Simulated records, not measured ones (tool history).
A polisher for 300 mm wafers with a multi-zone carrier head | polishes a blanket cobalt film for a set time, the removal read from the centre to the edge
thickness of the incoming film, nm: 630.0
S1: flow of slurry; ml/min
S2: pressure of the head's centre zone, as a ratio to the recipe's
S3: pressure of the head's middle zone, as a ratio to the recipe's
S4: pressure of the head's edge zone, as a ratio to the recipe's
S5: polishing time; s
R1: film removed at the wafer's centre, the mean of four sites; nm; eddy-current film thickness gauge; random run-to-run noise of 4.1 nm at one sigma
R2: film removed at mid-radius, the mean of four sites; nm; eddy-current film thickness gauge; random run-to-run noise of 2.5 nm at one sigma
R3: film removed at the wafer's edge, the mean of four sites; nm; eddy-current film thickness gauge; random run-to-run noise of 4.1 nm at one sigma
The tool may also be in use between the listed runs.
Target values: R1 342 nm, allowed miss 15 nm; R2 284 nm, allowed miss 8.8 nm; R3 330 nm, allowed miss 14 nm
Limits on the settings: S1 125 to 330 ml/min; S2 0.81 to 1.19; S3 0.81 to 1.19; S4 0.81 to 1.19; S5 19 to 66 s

run 1 hour=0 | S1=210 S2=1 S3=1 S4=1 S5=42 | R1=247.2 R2=255.78 R3=256.04
run 2 hour=5.5 | S1=215 S2=1.02 S3=0.99 S4=1.03 S5=43 | R1=259.46 R2=261.24 R3=268.06
run 3 hour=6.8 | S1=220 S2=1.04 S3=0.98 S4=1.05 S5=44 | R1=272.77 R2=263.12 R3=272.75
run 4 hour=12.8 | S1=220 S2=1.04 S3=0.98 S4=1.09 S5=44 | R1=265.39 R2=266.79 R3=279.55
run 5 hour=19.5 | S1=220 S2=1.13 S3=0.98 S4=1.09 S5=44 | R1=293.47 R2=261.95 R3=281.49
run 6 hour=23.5 | S1=225 S2=1.14 S3=0.97 S4=1.1 S5=45 | R1=302.41 R2=265.77 R3=287.78
run 7 hour=30.1 | S1=225 S2=1.15 S3=0.96 S4=1.11 S5=46 | R1=315.41 R2=270.48 R3=290.69
run 8 hour=33.4 | S1=215 S2=1.15 S3=0.95 S4=1.12 S5=47 | R1=321.81 R2=273.86 R3=304.55
run 9 hour=41.7 | S1=215 S2=1.15 S3=0.95 S4=1.13 S5=47 | R1=318.73 R2=277 R3=305.06
run 10 hour=42.8 | S1=215 S2=1.15 S3=0.94 S4=1.14 S5=47 | R1=320.38 R2=270.51 R3=307.58
run 11 hour=51.2 | S1=215 S2=1.15 S3=0.94 S4=1.14 S5=47 | R1=316.06 R2=274.07 R3=302.3
run 12 hour=55.7 | S1=210 S2=1.15 S3=0.93 S4=1.15 S5=48 | R1=323.73 R2=274.52 R3=314.35

Which one of the following 5 next-run settings gets every result inside its allowed miss? There is exactly one.
run A hour=60.2 | S1=165 S2=1.19 S3=0.86 S4=1.19 S5=55 | R1=? R2=? R3=?
run B hour=60.2 | S1=235 S2=1.19 S3=0.95 S4=1.08 S5=48 | R1=? R2=? R3=?
run C hour=60.2 | S1=200 S2=1.15 S3=0.86 S4=1.17 S5=50 | R1=? R2=? R3=?
run D hour=60.2 | S1=170 S2=1.12 S3=0.84 S4=1.14 S5=58 | R1=? R2=? R3=?
run E hour=60.2 | S1=200 S2=1.12 S3=0.88 S4=1.09 S5=52 | R1=? R2=? R3=?

move=A R1=372.31 R2=285.6 R3=355.42
move=B R1=339.1 R2=281.18 R3=303.12
move=C R1=334.88 R2=265.28 R3=325.32
move=D R1=370.74 R2=296.55 R3=367.55
move=E R1=339.17 R2=281.25 R3=326.19
A: pushes the last run's worst result past its target
B: gets the furthest-off result to its target, but another result is out of tolerance
C: gets the furthest-off result to its target, but another result is out of tolerance
D: pushes the last run's worst result past its target
E: every result within its allowed miss
Correct choice: E, which meets every target
